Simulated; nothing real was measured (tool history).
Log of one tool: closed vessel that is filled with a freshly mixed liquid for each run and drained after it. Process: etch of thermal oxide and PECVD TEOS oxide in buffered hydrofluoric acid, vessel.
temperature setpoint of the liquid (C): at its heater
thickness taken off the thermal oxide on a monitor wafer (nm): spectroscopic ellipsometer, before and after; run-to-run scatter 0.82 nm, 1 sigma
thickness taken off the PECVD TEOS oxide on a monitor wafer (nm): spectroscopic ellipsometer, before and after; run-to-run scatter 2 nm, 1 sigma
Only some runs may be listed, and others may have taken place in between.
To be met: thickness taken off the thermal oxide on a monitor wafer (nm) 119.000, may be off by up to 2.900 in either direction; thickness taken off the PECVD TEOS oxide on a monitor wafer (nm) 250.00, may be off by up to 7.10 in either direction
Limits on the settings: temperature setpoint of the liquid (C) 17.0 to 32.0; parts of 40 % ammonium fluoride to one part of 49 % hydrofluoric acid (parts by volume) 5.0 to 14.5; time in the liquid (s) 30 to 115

| run | day | temperature setpoint of the liquid (C) | parts of 40 % ammonium fluoride to one part of 49 % hydrofluoric acid (parts by volume) | time in the liquid (s) | thickness taken off the thermal oxide on a monitor wafer (nm) | thickness taken off the PECVD TEOS oxide on a monitor wafer (nm) |
|---|---|---|---|---|---|---|
| 1 | 0.000 | 24.0 | 9.0 | 60 | 74.203 | 157.81 |
| 2 | 0.275 | 25.5 | 9.0 | 60 | 81.294 | 170.41 |
| 3 | 0.512 | 25.5 | 9.0 | 85 | 115.630 | 240.91 |
| 4 | 0.583 | 25.5 | 9.0 | 65 | 87.733 | 184.81 |
| 5 | 0.950 | 25.5 | 9.0 | 85 | 115.130 | 238.24 |
|  | 1.158 | hydrofluoric acid flow meter replaced |
| 6 | 1.158 | 23.0 | 9.0 | 85 | 103.340 | 218.59 |
| 7 | 1.504 | 24.0 | 9.0 | 85 | 109.380 | 227.11 |
| 8 | 1.533 | 24.5 | 9.0 | 85 | 111.710 | 233.01 |

Next run, 4 choices. One meets every target within its allowed miss, the rest don't. Which?
| A | 1.562 | 29.5 | 8.5 | 65 | ? | ? |
| B | 1.562 | 23.0 | 8.5 | 80 | ? | ? |
| C | 1.562 | 25.5 | 9.5 | 75 | ? | ? |
| D | 1.562 | 26.5 | 10.5 | 80 | ? | ? |

| move | thickness taken off the thermal oxide on a monitor wafer (nm) | thickness taken off the PECVD TEOS oxide on a monitor wafer (nm) |
|---|---|---|
| A | 118.900 | 249.17 |
| B | 103.230 | 216.33 |
| C | 100.730 | 211.08 |
| D | 104.690 | 219.40 |
A: every result within its allowed miss
B: misses by more than the last run did
C: misses by more than the last run did
D: misses by more than the last run did
So the answer is move A, the one that meets all the targets.
